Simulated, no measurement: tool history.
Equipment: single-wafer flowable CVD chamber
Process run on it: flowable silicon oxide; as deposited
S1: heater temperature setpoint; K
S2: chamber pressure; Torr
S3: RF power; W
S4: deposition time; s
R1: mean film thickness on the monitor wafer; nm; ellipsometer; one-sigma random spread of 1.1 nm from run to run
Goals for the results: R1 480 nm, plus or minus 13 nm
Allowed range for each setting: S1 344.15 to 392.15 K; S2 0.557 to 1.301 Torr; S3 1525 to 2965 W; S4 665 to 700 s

run  hour      S1     S2    S3   S4      R1
  1     0  368.15  0.929  2245  700  653.75
  2   4.5  369.15  0.929  2245  700  632.55
  3  12.8  359.15  0.929  2245  700  853.81
  4  21.8  362.15  0.928  2245  700  783.54
  5  27.5  364.15  0.927  2245  700  738.59
  6  35.8  355.15  0.927  2245  700   951.9
  7  37.3  358.15  0.926  2245  700  876.28
  8  40.6  370.15  0.917  2245  700  604.77
  9    48  371.15  0.917  2245  700  586.75

Which single option among these 4 for the next run brings every result within its allowed miss of target? Just one does.
  A  55.4  368.15   0.99  1730  682   ?
  B  55.4  367.15  0.905  2240  678   ?
  C  55.4  378.15  0.879  2230  665   ?
  D  55.4  379.15  0.963  2430  698   ?

move      R1
   A  628.52
   B  634.42
   C  428.61
   D  483.34
A: further off than the last run
B: further off than the last run
C: moves the result that the last run missed by most past its target, out the other side
D: each result inside its tolerance
D meets every target.
